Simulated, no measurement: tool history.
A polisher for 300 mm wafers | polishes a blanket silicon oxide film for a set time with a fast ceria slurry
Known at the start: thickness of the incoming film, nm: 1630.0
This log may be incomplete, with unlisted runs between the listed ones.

run  hour  flow of slurry (ml/min)  pressure of the wafer on the pad (kPa)  speed of the pad under the wafer (cm/s)  polishing time (s)  film removed (Å)
  1   0.0                      235                                    22.8                                      122                  14            2734.7
  2   1.5                      235                                    21.4                                      122                  14            2602.0
  3   4.6                      235                                    21.4                                      122                  14            2569.0
  4   8.6                      235                                    20.7                                      122                  14            2505.4
  5  12.6                      235                                    20.0                                      122                  14            2425.7
  6  14.6                      235                                    19.3                                      122                  14            2344.7
  7  20.8                      235                                    18.6                                      122                  14            2289.9
  8  25.4                      235                                    17.9                                      122                  14            2199.6
  9  32.5                      235                                    17.2                                      122                  14            2144.5
 10  37.9                      235                                    16.5                                      122                  14            2069.1
 11  45.9                      225                                    11.7                                      122                  14            1553.6
 12  48.6                      230                                    11.7                                      122                  14            1561.8
 13  51.5                      230                                    11.7                                      122                  14            1550.9

What does the tool deliver on the next run?
 14  54.7                      235                                    11.7                                      122                  14                 ?

film removed (Å): 1557.8
